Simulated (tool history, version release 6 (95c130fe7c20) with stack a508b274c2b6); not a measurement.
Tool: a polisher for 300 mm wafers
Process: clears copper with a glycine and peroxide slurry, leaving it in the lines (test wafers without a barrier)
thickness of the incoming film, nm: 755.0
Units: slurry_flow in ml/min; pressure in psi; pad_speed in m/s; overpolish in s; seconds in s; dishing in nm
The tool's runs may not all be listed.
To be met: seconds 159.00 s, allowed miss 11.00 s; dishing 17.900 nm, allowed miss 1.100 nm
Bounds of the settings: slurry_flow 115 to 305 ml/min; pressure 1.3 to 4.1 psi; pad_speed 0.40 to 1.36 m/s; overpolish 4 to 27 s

Run 1, hour 0.0: slurry_flow 195 ml/min, pressure 2.7 psi, pad_speed 0.88 m/s, overpolish 14 s. Result: seconds 160.94 s, dishing 43.880 nm.
Run 2, hour 2.2: slurry_flow 230 ml/min, pressure 2.7 psi, pad_speed 0.88 m/s, overpolish 14 s. Result: seconds 160.15 s, dishing 43.770 nm.
Run 3, hour 9.9: slurry_flow 270 ml/min, pressure 2.7 psi, pad_speed 0.88 m/s, overpolish 14 s. Result: seconds 148.00 s, dishing 46.134 nm.
Run 4, hour 14.3: slurry_flow 270 ml/min, pressure 2.2 psi, pad_speed 0.88 m/s, overpolish 14 s. Result: seconds 181.67 s, dishing 38.657 nm.
Run 5, hour 23.1: slurry_flow 280 ml/min, pressure 1.9 psi, pad_speed 0.98 m/s, overpolish 11 s. Result: seconds 189.65 s, dishing 31.830 nm.
Run 6, hour 29.8: slurry_flow 305 ml/min, pressure 1.9 psi, pad_speed 0.98 m/s, overpolish 11 s. Result: seconds 192.51 s, dishing 30.842 nm.
Run 7, hour 32.9: slurry_flow 305 ml/min, pressure 2.0 psi, pad_speed 0.96 m/s, overpolish 9 s. Result: seconds 180.05 s, dishing 26.867 nm.
Run 8, hour 34.5: slurry_flow 305 ml/min, pressure 2.2 psi, pad_speed 0.88 m/s, overpolish 8 s. Result: seconds 179.34 s, dishing 23.897 nm.
Run 9, hour 42.5: slurry_flow 305 ml/min, pressure 2.4 psi, pad_speed 0.84 m/s, overpolish 7 s. Result: seconds 168.90 s, dishing 21.670 nm.
Run 10, hour 44.6: slurry_flow 305 ml/min, pressure 2.5 psi, pad_speed 0.82 m/s, overpolish 6 s. Result: seconds 175.44 s, dishing 19.480 nm.
Run 11, hour 50.9: slurry_flow 305 ml/min, pressure 2.6 psi, pad_speed 0.80 m/s, overpolish 6 s. Result: seconds 165.02 s, dishing 20.517 nm.
Run 12, hour 57.5: slurry_flow 305 ml/min, pressure 2.7 psi, pad_speed 0.78 m/s, overpolish 6 s. Result: seconds 167.77 s, dishing 19.917 nm.
Run 13, hour 58.5: slurry_flow 305 ml/min, pressure 2.8 psi, pad_speed 0.76 m/s, overpolish 6 s. Result: seconds 163.72 s, dishing 20.431 nm.
Run 14, hour 66.9: slurry_flow 305 ml/min, pressure 2.9 psi, pad_speed 0.74 m/s, overpolish 6 s. Result: seconds 169.25 s, dishing 20.366 nm.

Which of these 4 next moves meets every target?
Run A, hour 75.3: slurry_flow 290 ml/min, pressure 3.0 psi, pad_speed 0.76 m/s, overpolish 5 s. Result: seconds ?, dishing ?.
Run B, hour 75.3: slurry_flow 305 ml/min, pressure 3.1 psi, pad_speed 0.78 m/s, overpolish 7 s. Result: seconds ?, dishing ?.
Run C, hour 75.3: slurry_flow 305 ml/min, pressure 2.6 psi, pad_speed 0.66 m/s, overpolish 6 s. Result: seconds ?, dishing ?.
Run D, hour 75.3: slurry_flow 275 ml/min, pressure 3.1 psi, pad_speed 0.62 m/s, overpolish 6 s. Result: seconds ?, dishing ?.

move  seconds  dishing
   A   158.23   17.308
   B   150.39   24.711
   C   195.86   16.815
   D   181.61   18.090
A: meets every target
B: further off than the last run
C: brings the result that was furthest off to its target, and leaves another outside
D: brings the result that was furthest off to its target, and leaves another outside
Answer: A

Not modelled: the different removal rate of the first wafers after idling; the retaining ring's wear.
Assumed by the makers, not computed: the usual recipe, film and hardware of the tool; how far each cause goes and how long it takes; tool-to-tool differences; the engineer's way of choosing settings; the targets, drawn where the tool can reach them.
